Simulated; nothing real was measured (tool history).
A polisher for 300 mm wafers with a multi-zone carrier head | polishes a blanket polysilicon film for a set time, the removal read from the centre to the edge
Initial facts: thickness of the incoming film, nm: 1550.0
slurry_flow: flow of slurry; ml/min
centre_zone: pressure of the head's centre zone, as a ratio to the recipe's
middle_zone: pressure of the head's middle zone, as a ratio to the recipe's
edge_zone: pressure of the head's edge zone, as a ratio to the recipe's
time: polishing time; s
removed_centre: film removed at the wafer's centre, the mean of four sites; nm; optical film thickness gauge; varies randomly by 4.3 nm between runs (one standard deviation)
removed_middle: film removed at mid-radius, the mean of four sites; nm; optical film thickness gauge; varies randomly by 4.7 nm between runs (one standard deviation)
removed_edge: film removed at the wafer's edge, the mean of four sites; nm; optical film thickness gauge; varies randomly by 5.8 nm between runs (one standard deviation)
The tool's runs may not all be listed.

run  hour  slurry_flow  centre_zone  middle_zone  edge_zone  time  removed_centre  removed_middle  removed_edge
  1     0          225            1            1          1    73          501.89          500.26        530.62
  2   4.7          220         1.01         0.97       0.99    70          471.04           479.1        488.72
  3  11.9          240         1.04         0.94       1.03    66           462.6          442.81         491.1
  4  19.6          245         1.07         0.92       1.03    63          454.79          406.74        473.28
  5  27.5          245         1.07         0.97       1.03    63          450.84          435.75        458.01
  6  30.2          245         0.99         0.97       1.03    63          424.92          433.78        465.19
     36.2  -- edge zone pressure recalibrated
  7  36.2          245         1.02         0.94       1.02    61          413.15          406.59        439.06
  8  42.7          245         1.05         0.92       1.01    60          422.92          396.44        433.31

Run 9 comes next. What will it give?
  9  48.4          245         1.07          0.9       1.01    59               ?               ?             ?

Run 9 gave removed_centre 419.99 nm, removed_middle 382.62 nm, removed_edge 416.39 nm.

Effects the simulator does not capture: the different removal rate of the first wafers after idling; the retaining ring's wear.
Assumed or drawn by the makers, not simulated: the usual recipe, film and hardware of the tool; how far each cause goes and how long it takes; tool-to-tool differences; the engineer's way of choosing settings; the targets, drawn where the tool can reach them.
